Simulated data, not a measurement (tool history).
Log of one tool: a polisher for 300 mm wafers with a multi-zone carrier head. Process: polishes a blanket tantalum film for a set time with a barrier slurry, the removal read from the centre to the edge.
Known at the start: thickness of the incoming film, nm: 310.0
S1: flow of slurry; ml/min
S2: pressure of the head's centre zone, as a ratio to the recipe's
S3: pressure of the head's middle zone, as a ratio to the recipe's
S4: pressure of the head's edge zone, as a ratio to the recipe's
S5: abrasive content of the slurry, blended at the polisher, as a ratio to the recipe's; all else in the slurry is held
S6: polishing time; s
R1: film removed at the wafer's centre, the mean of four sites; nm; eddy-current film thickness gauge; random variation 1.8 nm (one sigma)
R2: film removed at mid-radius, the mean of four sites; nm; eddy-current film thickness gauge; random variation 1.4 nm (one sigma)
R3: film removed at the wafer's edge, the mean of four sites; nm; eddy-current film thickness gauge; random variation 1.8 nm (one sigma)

{"run": 1, "day": 0.0, "S1": 285, "S2": 1, "S3": 1, "S4": 1, "S5": 1, "S6": 50, "R1": 125.3, "R2": 127.26, "R3": 128.3}
{"run": 2, "day": 0.275, "S1": 320, "S2": 1, "S3": 1, "S4": 1, "S5": 1, "S6": 50, "R1": 128.21, "R2": 128.44, "R3": 126.1}
{"run": 3, "day": 0.379, "S1": 320, "S2": 1, "S3": 1.06, "S4": 1, "S5": 1, "S6": 50, "R1": 127.22, "R2": 134.5, "R3": 126.72}
{"run": 4, "day": 0.683, "S1": 320, "S2": 1, "S3": 1.06, "S4": 0.96, "S5": 1, "S6": 50, "R1": 129.19, "R2": 136.98, "R3": 127.3}
{"run": 5, "day": 0.896, "S1": 320, "S2": 1, "S3": 1.06, "S4": 1, "S5": 1, "S6": 50, "R1": 130.09, "R2": 136.63, "R3": 128.51}
{"run": 6, "day": 1.054, "S1": 320, "S2": 1.08, "S3": 1.06, "S4": 1, "S5": 1, "S6": 50, "R1": 135.08, "R2": 135.95, "R3": 132.23}
{"run": 7, "day": 1.3, "S1": 305, "S2": 1.08, "S3": 1.08, "S4": 1.02, "S5": 1.05, "S6": 50, "R1": 135.86, "R2": 139.67, "R3": 130.2}
{"run": 8, "day": 1.583, "S1": 295, "S2": 1.05, "S3": 1.07, "S4": 1.04, "S5": 1.1, "S6": 51, "R1": 138.21, "R2": 143.81, "R3": 134.51}
{"run": 9, "day": 1.812, "S1": 275, "S2": 1.03, "S3": 1.06, "S4": 1.06, "S5": 1.1, "S6": 52, "R1": 139.49, "R2": 144.02, "R3": 138.89}
{"run": 10, "day": 2.1, "S1": 260, "S2": 1.01, "S3": 1.06, "S4": 1.07, "S5": 1.1, "S6": 52, "R1": 135.64, "R2": 141.16, "R3": 142.33}

The next listed run, before its measurement:
{"run": 11, "day": 2.129, "S1": 255, "S2": 1.01, "S3": 1.07, "S4": 1.08, "S5": 1.1, "S6": 52, "R1": "?", "R2": "?", "R3": "?"}

Run 11 gave R1 134.26 nm, R2 144.84 nm, R3 141.5 nm.

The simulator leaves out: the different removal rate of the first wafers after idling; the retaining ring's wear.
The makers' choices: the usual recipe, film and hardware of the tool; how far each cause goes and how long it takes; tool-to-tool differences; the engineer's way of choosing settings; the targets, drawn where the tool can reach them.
